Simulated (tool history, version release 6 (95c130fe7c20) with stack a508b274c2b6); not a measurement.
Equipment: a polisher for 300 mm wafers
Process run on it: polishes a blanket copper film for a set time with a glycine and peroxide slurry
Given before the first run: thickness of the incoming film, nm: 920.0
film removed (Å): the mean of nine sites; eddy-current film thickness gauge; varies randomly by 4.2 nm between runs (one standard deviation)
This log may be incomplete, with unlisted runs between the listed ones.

run,day,flow of slurry (ml/min),pressure of the wafer on the pad (kPa),speed of the pad under the wafer (cm/s),polishing time (s),film removed (Å)
1,0.000,145,17.9,86,91,4487.7
2,0.296,145,17.9,86,96,4741.5
3,0.633,145,17.9,102,96,5289.9
4,0.775,145,16.5,100,96,5002.3
5,0.888,145,15.2,100,96,4613.1
6,1.212,145,15.2,108,96,4805.8
7,1.533,145,13.8,108,96,4433.0

The next listed run, before its measurement:
8,1.767,145,13.1,108,96,?

{"run 8": {"film removed (Å)": 4277.4}}
